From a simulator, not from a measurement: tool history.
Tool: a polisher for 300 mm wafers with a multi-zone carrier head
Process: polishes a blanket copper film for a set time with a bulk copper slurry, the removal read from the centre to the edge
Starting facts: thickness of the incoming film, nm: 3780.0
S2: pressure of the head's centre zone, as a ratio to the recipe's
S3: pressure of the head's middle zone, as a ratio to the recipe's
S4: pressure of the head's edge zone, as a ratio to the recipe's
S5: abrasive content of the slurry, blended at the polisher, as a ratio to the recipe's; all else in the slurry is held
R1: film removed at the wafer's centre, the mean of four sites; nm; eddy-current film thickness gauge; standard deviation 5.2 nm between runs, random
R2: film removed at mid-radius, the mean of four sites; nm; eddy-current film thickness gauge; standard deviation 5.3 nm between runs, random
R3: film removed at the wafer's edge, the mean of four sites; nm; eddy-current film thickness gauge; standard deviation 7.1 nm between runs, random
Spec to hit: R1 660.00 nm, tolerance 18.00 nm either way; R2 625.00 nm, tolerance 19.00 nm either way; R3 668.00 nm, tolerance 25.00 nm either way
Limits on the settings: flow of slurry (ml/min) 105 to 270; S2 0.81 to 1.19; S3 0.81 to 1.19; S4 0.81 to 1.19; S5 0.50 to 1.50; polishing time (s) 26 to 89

Run 1, day 0.000: flow of slurry (ml/min) 175, S2 1.00, S3 1.00, S4 1.00, S5 1.00, polishing time (s) 57. Result: R1 554.78 nm, R2 534.11 nm, R3 525.85 nm.
Run 2, day 0.150: flow of slurry (ml/min) 190, S2 1.00, S3 1.00, S4 1.06, S5 1.15, polishing time (s) 58. Result: R1 592.93 nm, R2 566.27 nm, R3 575.53 nm.
Run 3, day 0.333: flow of slurry (ml/min) 190, S2 1.00, S3 1.00, S4 1.06, S5 1.15, polishing time (s) 45. Result: R1 460.36 nm, R2 446.67 nm, R3 450.25 nm.
Run 4, day 0.400: flow of slurry (ml/min) 190, S2 1.00, S3 1.00, S4 1.10, S5 1.25, polishing time (s) 50. Result: R1 518.04 nm, R2 496.20 nm, R3 500.44 nm.
Run 5, day 0.458: flow of slurry (ml/min) 210, S2 1.00, S3 1.00, S4 1.10, S5 1.25, polishing time (s) 50. Result: R1 531.81 nm, R2 499.94 nm, R3 516.28 nm.
Run 6, day 0.779: flow of slurry (ml/min) 210, S2 1.05, S3 1.00, S4 1.10, S5 1.25, polishing time (s) 50. Result: R1 558.91 nm, R2 514.38 nm, R3 508.39 nm.
Run 7, day 1.071: flow of slurry (ml/min) 220, S2 1.02, S3 1.00, S4 1.13, S5 1.35, polishing time (s) 53. Result: R1 590.40 nm, R2 546.32 nm, R3 563.90 nm.
Run 8, day 1.204: flow of slurry (ml/min) 230, S2 1.01, S3 1.01, S4 1.15, S5 1.40, polishing time (s) 55. Result: R1 618.82 nm, R2 579.99 nm, R3 598.32 nm.
Run 9, day 1.442: flow of slurry (ml/min) 235, S2 1.00, S3 1.01, S4 1.16, S5 1.45, polishing time (s) 56. Result: R1 623.12 nm, R2 594.64 nm, R3 620.70 nm.
Run 10, day 1.738: flow of slurry (ml/min) 240, S2 1.00, S3 1.01, S4 1.17, S5 1.45, polishing time (s) 57. Result: R1 631.85 nm, R2 611.20 nm, R3 626.27 nm.

Which one of the following 5 next-run settings gets every result inside its allowed miss? There is exactly one.
Run A, day 2.033: flow of slurry (ml/min) 270, S2 1.03, S3 1.07, S4 1.18, S5 1.50, polishing time (s) 53. Result: R1 ?, R2 ?, R3 ?.
Run B, day 2.033: flow of slurry (ml/min) 185, S2 0.98, S3 0.98, S4 1.16, S5 1.30, polishing time (s) 64. Result: R1 ?, R2 ?, R3 ?.
Run C, day 2.033: flow of slurry (ml/min) 235, S2 0.82, S3 0.86, S4 1.19, S5 1.45, polishing time (s) 65. Result: R1 ?, R2 ?, R3 ?.
Run D, day 2.033: flow of slurry (ml/min) 225, S2 1.07, S3 1.05, S4 1.19, S5 1.40, polishing time (s) 54. Result: R1 ?, R2 ?, R3 ?.
Run E, day 2.033: flow of slurry (ml/min) 250, S2 1.03, S3 1.14, S4 1.10, S5 1.35, polishing time (s) 54. Result: R1 ?, R2 ?, R3 ?.

move      R1      R2      R3
   A  630.42  608.47  599.34
   B  661.26  627.25  670.19
   C  597.65  607.11  724.91
   D  640.97  587.28  593.43
   E  621.49  633.69  575.15
A: the biggest miss grows against the last run
B: in spec on every target
C: moves the result that the last run missed by most past its target, out the other side
D: the biggest miss grows against the last run
E: the biggest miss grows against the last run
Move B is the one to make.
